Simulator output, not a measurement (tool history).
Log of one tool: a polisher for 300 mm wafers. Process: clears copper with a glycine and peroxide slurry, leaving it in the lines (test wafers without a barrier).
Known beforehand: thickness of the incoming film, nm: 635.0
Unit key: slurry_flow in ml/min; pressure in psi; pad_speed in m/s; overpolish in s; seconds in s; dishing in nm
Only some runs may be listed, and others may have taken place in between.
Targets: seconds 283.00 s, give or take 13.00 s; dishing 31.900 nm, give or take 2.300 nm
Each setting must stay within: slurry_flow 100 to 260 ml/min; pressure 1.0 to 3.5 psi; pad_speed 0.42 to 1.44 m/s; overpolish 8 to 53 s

run  hour  slurry_flow  pressure  pad_speed  overpolish  seconds  dishing
  1   0.0          165       2.2       0.92          27   214.81   27.916
  2   8.9          165       2.2       1.02          27   199.75   27.717
  3  13.9          165       2.2       1.02          36   192.78   28.957
  4  21.3          165       2.2       1.02          44   200.51   29.582
  5  23.6          180       1.9       0.98          47   213.09   30.005
  6  28.8          175       1.7       0.92          49   236.52   30.357
  7  30.8          175       1.6       0.88          50   245.57   31.289
  8  38.9          170       1.5       0.86          50   257.93   29.989
  9  45.1          190       1.4       0.82          51   264.13   31.473

Exercise: of the 4 proposed moves below, exactly one satisfies all targets within the stated allowed misses. Which move is it?
  A  51.3          130       1.7       1.00          25        ?        ?
  B  51.3          195       1.7       0.84          53        ?        ?
  C  51.3          210       1.3       0.94          48        ?        ?
  D  51.3          245       1.5       0.70          48        ?        ?

move  seconds  dishing
   A   236.17   26.451
   B   245.82   30.869
   C   246.57   30.539
   D   281.57   31.850
A: lands further from the targets than the last run did
B: lands further from the targets than the last run did
C: lands further from the targets than the last run did
D: every result lands within tolerance
Correct choice: D, which meets every target
